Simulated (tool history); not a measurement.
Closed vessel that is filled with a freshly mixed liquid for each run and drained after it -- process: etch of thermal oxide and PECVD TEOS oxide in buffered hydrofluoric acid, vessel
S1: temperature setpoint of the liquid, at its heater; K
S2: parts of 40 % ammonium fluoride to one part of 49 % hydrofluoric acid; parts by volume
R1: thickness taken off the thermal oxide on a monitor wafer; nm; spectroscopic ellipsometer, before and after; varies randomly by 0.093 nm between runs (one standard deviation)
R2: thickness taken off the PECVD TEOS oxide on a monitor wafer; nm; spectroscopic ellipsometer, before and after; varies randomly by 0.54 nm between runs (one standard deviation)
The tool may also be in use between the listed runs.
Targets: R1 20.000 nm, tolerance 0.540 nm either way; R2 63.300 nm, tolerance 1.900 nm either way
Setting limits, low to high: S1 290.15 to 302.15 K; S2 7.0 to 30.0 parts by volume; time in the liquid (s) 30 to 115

{"run": 1, "day": 0.0, "S1": 294.15, "S2": 20.0, "time in the liquid (s)": 60, "R1": 33.114, "R2": 104.32}
{"run": 2, "day": 0.317, "S1": 297.65, "S2": 20.0, "time in the liquid (s)": 60, "R1": 40.088, "R2": 128.04}
{"run": 3, "day": 0.533, "S1": 296.65, "S2": 21.0, "time in the liquid (s)": 60, "R1": 36.189, "R2": 114.84}
{"run": 4, "day": 0.804, "S1": 298.15, "S2": 21.0, "time in the liquid (s)": 60, "R1": 39.497, "R2": 125.83}
{"run": 5, "day": 1.071, "S1": 298.15, "S2": 24.0, "time in the liquid (s)": 60, "R1": 35.904, "R2": 114.84}
{"run": 6, "day": 1.129, "S1": 301.15, "S2": 24.0, "time in the liquid (s)": 60, "R1": 42.404, "R2": 136.35}
{"run": 7, "day": 1.425, "S1": 299.65, "S2": 24.5, "time in the liquid (s)": 60, "R1": 38.77, "R2": 121.6}
{"run": 8, "day": 1.617, "S1": 295.65, "S2": 30.0, "time in the liquid (s)": 55, "R1": 24.857, "R2": 78.798}
{"run": 9, "day": 1.779, "S1": 295.15, "S2": 30.0, "time in the liquid (s)": 55, "R1": 24.069, "R2": 77.371}
{"run": 10, "day": 1.904, "S1": 295.15, "S2": 30.0, "time in the liquid (s)": 55, "R1": 24.234, "R2": 76.449}
{"run": 11, "day": 1.967, "S1": 294.65, "S2": 30.0, "time in the liquid (s)": 55, "R1": 23.353, "R2": 75.616}
{"run": 12, "day": 2.342, "S1": 294.15, "S2": 30.0, "time in the liquid (s)": 55, "R1": 22.676, "R2": 71.59}

Next run, 4 choices. One meets every target within its allowed miss, the rest don't. Which?
{"run": "A", "day": 2.717, "S1": 296.15, "S2": 29.5, "time in the liquid (s)": 40, "R1": "?", "R2": "?"}
{"run": "B", "day": 2.717, "S1": 292.65, "S2": 26.5, "time in the liquid (s)": 45, "R1": "?", "R2": "?"}
{"run": "C", "day": 2.717, "S1": 290.65, "S2": 27.5, "time in the liquid (s)": 55, "R1": "?", "R2": "?"}
{"run": "D", "day": 2.717, "S1": 297.65, "S2": 30.0, "time in the liquid (s)": 50, "R1": "?", "R2": "?"}

move=A R1=18.813 R2=59.887
move=B R1=18.740 R2=59.657
move=C R1=19.926 R2=63.430
move=D R1=25.249 R2=80.377
A: carries the result that was furthest off beyond its target, to the other side
B: carries the result that was furthest off beyond its target, to the other side
C: every result lands within tolerance
D: the biggest miss grows against the last run
The right move is C.
